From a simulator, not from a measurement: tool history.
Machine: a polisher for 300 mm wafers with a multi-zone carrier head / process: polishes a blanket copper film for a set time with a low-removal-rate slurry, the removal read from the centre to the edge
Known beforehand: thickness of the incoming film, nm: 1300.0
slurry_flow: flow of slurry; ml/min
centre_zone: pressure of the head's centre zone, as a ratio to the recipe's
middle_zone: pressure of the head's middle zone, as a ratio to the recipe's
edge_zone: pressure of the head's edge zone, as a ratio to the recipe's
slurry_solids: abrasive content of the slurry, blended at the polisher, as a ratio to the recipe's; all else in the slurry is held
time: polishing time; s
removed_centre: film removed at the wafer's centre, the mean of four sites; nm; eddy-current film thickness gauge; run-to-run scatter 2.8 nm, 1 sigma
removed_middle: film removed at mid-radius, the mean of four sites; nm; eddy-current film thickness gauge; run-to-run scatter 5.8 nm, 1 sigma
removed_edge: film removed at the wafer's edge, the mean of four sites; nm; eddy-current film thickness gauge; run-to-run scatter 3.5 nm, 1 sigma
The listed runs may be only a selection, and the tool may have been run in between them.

run	hour	slurry_flow	centre_zone	middle_zone	edge_zone	slurry_solids	time	removed_centre	removed_middle	removed_edge
1	0	295	1	1	1	1	89	448.85	431.43	394.61
2	8.4	290	0.97	1.02	0.99	0.95	88	418.34	417.7	387.66
3	12.5	290	0.97	1.02	1.05	0.95	88	429.97	417.84	393.69
4	20	295	0.96	1.04	1.02	0.9	87	406.45	413.04	381.76
5	21.4	295	0.96	1.04	1.02	0.75	87	390.68	394.69	364.23
6	28.8	295	0.93	1.04	1.02	0.75	87	383.54	398.42	363.86

What does the tool deliver on the next run?
7	29.9	295	0.91	1.06	1	0.7	87	?	?	?

removed_centre: 363.99 nm
removed_middle: 398.63 nm
removed_edge: 350.78 nm

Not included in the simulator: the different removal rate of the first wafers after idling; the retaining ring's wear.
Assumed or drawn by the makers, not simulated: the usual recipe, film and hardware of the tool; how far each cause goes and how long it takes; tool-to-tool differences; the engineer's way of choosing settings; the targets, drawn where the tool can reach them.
